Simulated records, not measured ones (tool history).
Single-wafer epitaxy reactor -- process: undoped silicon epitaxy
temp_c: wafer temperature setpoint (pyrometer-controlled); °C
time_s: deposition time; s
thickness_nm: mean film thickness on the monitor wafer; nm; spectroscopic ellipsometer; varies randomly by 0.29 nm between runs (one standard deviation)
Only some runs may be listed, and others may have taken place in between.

run	hour	temp_c	time_s	thickness_nm
1	0	660	227	43.345
2	6.7	660	215	41.04
3	11.9	663	215	43.683
4	14.9	663	193	39.301
5	21.5	663	163	33.163
6	28	659	163	30.948
7	29.8	671	178	42.293
8	33.1	674	178	44.206
9	35.6	676	178	45.641
10	39.9	678	178	47.535

The next listed run, before its measurement:
11	44.3	679	178	?

thickness_nm: 48.357 nm
